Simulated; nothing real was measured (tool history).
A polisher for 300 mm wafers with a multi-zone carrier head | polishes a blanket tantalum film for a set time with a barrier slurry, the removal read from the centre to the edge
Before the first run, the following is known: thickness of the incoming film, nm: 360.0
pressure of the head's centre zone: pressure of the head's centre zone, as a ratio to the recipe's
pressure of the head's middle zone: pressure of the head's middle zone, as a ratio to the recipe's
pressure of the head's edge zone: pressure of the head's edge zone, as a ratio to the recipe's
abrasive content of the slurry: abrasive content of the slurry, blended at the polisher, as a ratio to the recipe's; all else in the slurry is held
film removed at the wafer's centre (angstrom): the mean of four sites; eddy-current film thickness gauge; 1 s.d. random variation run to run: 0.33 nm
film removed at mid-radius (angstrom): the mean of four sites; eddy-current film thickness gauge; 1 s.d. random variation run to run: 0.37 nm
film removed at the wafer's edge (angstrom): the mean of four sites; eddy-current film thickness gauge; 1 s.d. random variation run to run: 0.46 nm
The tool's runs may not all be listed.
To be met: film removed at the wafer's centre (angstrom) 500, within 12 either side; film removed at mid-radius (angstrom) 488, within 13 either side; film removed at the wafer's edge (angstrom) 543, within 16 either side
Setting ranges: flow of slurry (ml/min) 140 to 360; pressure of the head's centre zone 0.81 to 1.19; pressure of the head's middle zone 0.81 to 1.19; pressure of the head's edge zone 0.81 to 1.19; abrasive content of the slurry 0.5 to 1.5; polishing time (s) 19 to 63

| run | hour | flow of slurry (ml/min) | pressure of the head's centre zone | pressure of the head's middle zone | pressure of the head's edge zone | abrasive content of the slurry | polishing time (s) | film removed at the wafer's centre (angstrom) | film removed at mid-radius (angstrom) | film removed at the wafer's edge (angstrom) |
|---|---|---|---|---|---|---|---|---|---|---|
| 1 | 0 | 230 | 1 | 1 | 1 | 1 | 41 | 820.05 | 820.25 | 811.27 |
| 2 | 5.6 | 285 | 1 | 1 | 1 | 1 | 41 | 842.94 | 833.73 | 816.97 |
| 3 | 10.2 | 275 | 0.97 | 0.95 | 0.98 | 0.85 | 39 | 736.41 | 716.56 | 740.69 |
| 4 | 15.2 | 275 | 0.97 | 0.95 | 0.93 | 0.85 | 39 | 732.41 | 720 | 725.13 |
| 5 | 17.9 | 270 | 0.95 | 0.92 | 0.91 | 0.75 | 37 | 663.72 | 642.05 | 658.25 |
| 6 | 19.1 | 270 | 0.89 | 0.92 | 0.91 | 0.75 | 37 | 625.81 | 647.55 | 659.98 |
| 7 | 20.2 | 205 | 0.85 | 0.82 | 0.86 | 0.5 | 33 | 460.83 | 445.17 | 501.79 |
| 8 | 22.9 | 225 | 0.85 | 0.82 | 0.87 | 0.5 | 33 | 460.76 | 453.12 | 508.08 |
| 9 | 29.1 | 245 | 0.86 | 0.82 | 0.88 | 0.5 | 33 | 471.57 | 460.15 | 506 |
| 10 | 34.3 | 250 | 0.87 | 0.83 | 0.91 | 0.5 | 33 | 476.39 | 461.64 | 511.39 |
| 11 | 39.3 | 255 | 0.87 | 0.83 | 0.93 | 0.5 | 33 | 478.93 | 455.02 | 519.46 |
| 12 | 46.5 | 265 | 0.87 | 0.84 | 0.94 | 0.5 | 33 | 481.86 | 469.09 | 524.34 |
| 13 | 49.1 | 275 | 0.87 | 0.84 | 0.95 | 0.5 | 33 | 480.89 | 473.2 | 525.71 |
| 14 | 57.9 | 310 | 0.89 | 0.85 | 0.99 | 0.55 | 33 | 513.33 | 495.75 | 555.67 |

Next run, 4 choices. One meets every target within its allowed miss, the rest don't. Which?
| A | 66.7 | 295 | 0.88 | 0.81 | 1.04 | 0.5 | 35 | ? | ? | ? |
| B | 66.7 | 345 | 0.91 | 0.93 | 0.95 | 0.5 | 32 | ? | ? | ? |
| C | 66.7 | 315 | 0.88 | 0.85 | 0.97 | 0.7 | 30 | ? | ? | ? |
| D | 66.7 | 325 | 0.89 | 0.81 | 1 | 0.5 | 35 | ? | ? | ? |

| move | film removed at the wafer's centre (angstrom) | film removed at mid-radius (angstrom) | film removed at the wafer's edge (angstrom) |
|---|---|---|---|
| A | 515.38 | 485.71 | 580.99 |
| B | 491.35 | 503.57 | 516.87 |
| C | 494.58 | 484.49 | 541.34 |
| D | 524.55 | 489.34 | 575.43 |
A: misses by more than the last run did
B: corrects the largest miss of the last run, while another result sits out of spec
C: all results land within tolerance of their targets
D: misses by more than the last run did
C is the move that brings every result within its allowed miss.
